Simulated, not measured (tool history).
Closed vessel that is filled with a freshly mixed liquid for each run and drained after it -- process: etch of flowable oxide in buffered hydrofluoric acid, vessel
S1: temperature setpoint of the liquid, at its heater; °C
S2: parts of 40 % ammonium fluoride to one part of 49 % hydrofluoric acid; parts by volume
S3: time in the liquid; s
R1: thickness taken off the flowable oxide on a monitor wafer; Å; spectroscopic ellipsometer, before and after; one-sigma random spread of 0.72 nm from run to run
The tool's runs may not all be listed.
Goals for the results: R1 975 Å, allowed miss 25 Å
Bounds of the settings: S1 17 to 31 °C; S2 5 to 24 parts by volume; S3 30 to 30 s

run	hour	S1	S2	S3	R1
1	0	23	14.5	30	423.78
2	8.2	23	14.5	30	419.83
3	11.6	24.5	13	30	502.89
4	19.3	24.5	13	30	511.62
5	28	26	12	30	590.37
6	33.2	27	11.5	30	651.76
7	36.6	28	11	30	715.88
8	44.9	28.5	10.5	30	774.08
9	52.4	29	10.5	30	789.97
10	54.5	29.5	10	30	860.96
11	58.8	30	10	30	871.68
12	62.1	30.5	9.5	30	920.23

Which of these 5 next moves meets every target?
A	65.4	31	8.5	30	?
B	65.4	31	11	30	?
C	65.4	30.5	8.5	30	?
D	65.4	25.5	7.5	30	?
E	65.4	29.5	8.5	30	?

move	R1
A	1057.3
B	847.93
C	1030.1
D	904.56
E	977.51
A: carries the result that was furthest off beyond its target, to the other side
B: further off than the last run
C: carries the result that was furthest off beyond its target, to the other side
D: further off than the last run
E: in spec on every target
The right move is E.
